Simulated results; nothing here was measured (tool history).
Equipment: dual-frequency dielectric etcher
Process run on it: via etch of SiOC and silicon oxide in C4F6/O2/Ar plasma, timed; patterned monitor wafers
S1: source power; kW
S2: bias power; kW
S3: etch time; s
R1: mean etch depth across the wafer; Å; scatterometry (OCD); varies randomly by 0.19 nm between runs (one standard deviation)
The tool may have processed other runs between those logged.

run	hour	S1	S2	S3	R1
1	0	0.46	0.163	47.5	565.79
2	8.9	0.41	0.163	47.5	550.59
3	14.4	0.41	0.163	47.5	545.99
4	22.4	0.48	0.163	47.5	578.08
5	30.3	0.48	0.148	47.5	563.13
6	33.3	0.51	0.148	47.5	575.22
7	36.4	0.41	0.14	47.5	525.54
8	38	0.41	0.14	47.5	526.93

Run 9 has not been measured yet. What should we expect?
9	42.1	0.39	0.139	47.5	?

R1: 513.94 Å

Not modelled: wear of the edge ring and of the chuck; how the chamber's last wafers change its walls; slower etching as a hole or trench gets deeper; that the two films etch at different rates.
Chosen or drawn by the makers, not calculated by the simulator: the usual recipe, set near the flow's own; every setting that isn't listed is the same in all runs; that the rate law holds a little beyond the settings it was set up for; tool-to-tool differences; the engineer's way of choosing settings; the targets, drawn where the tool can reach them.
